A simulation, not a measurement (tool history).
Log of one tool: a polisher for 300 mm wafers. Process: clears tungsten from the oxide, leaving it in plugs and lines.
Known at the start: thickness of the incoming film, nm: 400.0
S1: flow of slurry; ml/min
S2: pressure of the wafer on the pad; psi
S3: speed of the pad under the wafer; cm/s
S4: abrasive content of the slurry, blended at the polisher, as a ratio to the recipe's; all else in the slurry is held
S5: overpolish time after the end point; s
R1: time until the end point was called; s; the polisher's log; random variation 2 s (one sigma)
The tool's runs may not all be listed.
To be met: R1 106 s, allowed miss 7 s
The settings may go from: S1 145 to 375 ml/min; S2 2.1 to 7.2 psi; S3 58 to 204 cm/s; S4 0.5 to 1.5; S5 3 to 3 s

run,hour,S1,S2,S3,S4,S5,R1
1,0,240,4.6,130,1,3,60.222
2,0.8,240,4.6,130,0.8,3,64.606
3,6.9,240,4.2,128,0.8,3,72.427
4,13.2,240,3.9,126,0.8,3,77.488
5,18.2,240,3.9,102,0.8,3,99.021
6,21.2,240,3.9,102,1,3,96.397
7,26.6,240,3.8,102,1,3,94.018
8,28.4,240,3.7,102,1,3,97.67

4 next moves are on the table. One of them brings every result within its allowed miss. Which?
A,30.2,240,3.4,122,1.05,3,?
B,30.2,240,4,104,1.1,3,?
C,30.2,260,3.6,94,1.05,3,?
D,30.2,215,3.3,130,0.9,3,?

move,R1
A,88.823
B,87.936
C,107.09
D,89.348
A: further off than the last run
B: further off than the last run
C: meets every target
D: further off than the last run
Move C is the one to make.
